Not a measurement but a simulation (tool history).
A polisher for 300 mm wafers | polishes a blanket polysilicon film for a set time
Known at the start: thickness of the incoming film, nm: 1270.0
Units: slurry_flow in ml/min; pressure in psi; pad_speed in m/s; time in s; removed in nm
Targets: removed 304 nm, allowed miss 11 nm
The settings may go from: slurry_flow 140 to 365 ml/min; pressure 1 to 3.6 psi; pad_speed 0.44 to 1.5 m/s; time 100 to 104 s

run,hour,slurry_flow,pressure,pad_speed,time,removed
1,0,235,2.3,0.96,100,503.74
2,4.3,235,2.1,0.96,100,460.16
3,9.4,280,2.1,0.96,100,472.91
4,11.3,280,2.1,0.96,104,487.76
5,12.6,280,2.1,0.96,100,461.47
6,16,280,2.5,0.96,100,547.21
7,21.8,275,1.9,0.92,100,402.35
8,23.8,270,1.3,0.9,100,276.42

Which of these 4 next moves meets every target?
A,25.8,255,1.2,1,100,?
B,25.8,220,1.9,0.66,100,?
C,25.8,285,1.3,1,101,?
D,25.8,210,1.4,0.86,104,?

move,removed
A,283.65
B,290.5
C,312.04
D,289.51
A: nearer than the last run, and not there yet
B: nearer than the last run, and not there yet
C: meets every target
D: nearer than the last run, and not there yet
Move C is the one to make.
